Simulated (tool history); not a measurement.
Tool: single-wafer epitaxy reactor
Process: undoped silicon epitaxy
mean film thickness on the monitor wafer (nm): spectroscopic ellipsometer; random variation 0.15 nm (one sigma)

run,hour,wafer temperature setpoint (pyrometer-controlled) (deg C),deposition time (s),mean film thickness on the monitor wafer (nm)
1,0.0,635,221,27.610
2,4.0,637,221,28.811
3,9.7,632,221,25.341
4,13.7,637,221,28.744
5,16.3,637,192,25.123
6,18.0,640,192,27.181

Run 7 comes next. What will it give?
7,24.7,642,192,?

mean film thickness on the monitor wafer (nm): 28.406

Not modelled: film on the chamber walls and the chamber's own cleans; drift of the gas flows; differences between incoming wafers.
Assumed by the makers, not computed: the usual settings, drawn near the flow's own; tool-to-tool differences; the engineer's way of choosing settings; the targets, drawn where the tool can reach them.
